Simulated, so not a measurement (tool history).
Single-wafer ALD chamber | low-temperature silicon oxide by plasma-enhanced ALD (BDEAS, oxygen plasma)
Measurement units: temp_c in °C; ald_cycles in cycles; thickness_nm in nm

run	hour	temp_c	ald_cycles	thickness_nm
1	0.0	90	60	8.1479
2	6.2	100	60	7.8862
3	7.0	111	60	7.6976
4	12.1	112	55	6.9804
5	16.4	112	60	7.6104
6	20.5	112	64	8.1787
7	26.9	114	54	6.8772
8	33.0	114	51	6.5264

Estimate the outcome of run 9 from the log above:
9	39.4	114	49	?

Run 9 gave thickness_nm 6.2682 nm.
